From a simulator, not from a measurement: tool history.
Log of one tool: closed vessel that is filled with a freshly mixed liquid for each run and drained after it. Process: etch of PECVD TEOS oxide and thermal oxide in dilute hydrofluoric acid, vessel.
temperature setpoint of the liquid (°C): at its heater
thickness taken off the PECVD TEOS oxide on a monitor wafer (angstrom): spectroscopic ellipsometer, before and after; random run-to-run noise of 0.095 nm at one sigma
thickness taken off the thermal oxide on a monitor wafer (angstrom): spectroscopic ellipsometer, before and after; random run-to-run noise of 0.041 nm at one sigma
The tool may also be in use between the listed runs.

run	day	temperature setpoint of the liquid (°C)	parts of water to one part of 49 % hydrofluoric acid (parts by volume)	time in the liquid (s)	thickness taken off the PECVD TEOS oxide on a monitor wafer (angstrom)	thickness taken off the thermal oxide on a monitor wafer (angstrom)
1	0.000	21.0	45	85	322.53	83.379
2	0.067	21.0	40	85	363.20	93.022
3	0.367	23.0	40	85	404.09	101.400
4	0.504	23.0	35	85	459.29	118.330
5	0.771	23.0	20	85	818.56	210.940
6	0.846	22.0	30	85	520.40	132.270
7	0.896	21.0	35	85	425.75	107.600
8	1.150	20.0	40	85	350.95	89.488

Predict the results of run 9:
9	1.321	19.5	45	85	?	?

thickness taken off the PECVD TEOS oxide on a monitor wafer (angstrom): 307.93
thickness taken off the thermal oxide on a monitor wafer (angstrom): 78.105

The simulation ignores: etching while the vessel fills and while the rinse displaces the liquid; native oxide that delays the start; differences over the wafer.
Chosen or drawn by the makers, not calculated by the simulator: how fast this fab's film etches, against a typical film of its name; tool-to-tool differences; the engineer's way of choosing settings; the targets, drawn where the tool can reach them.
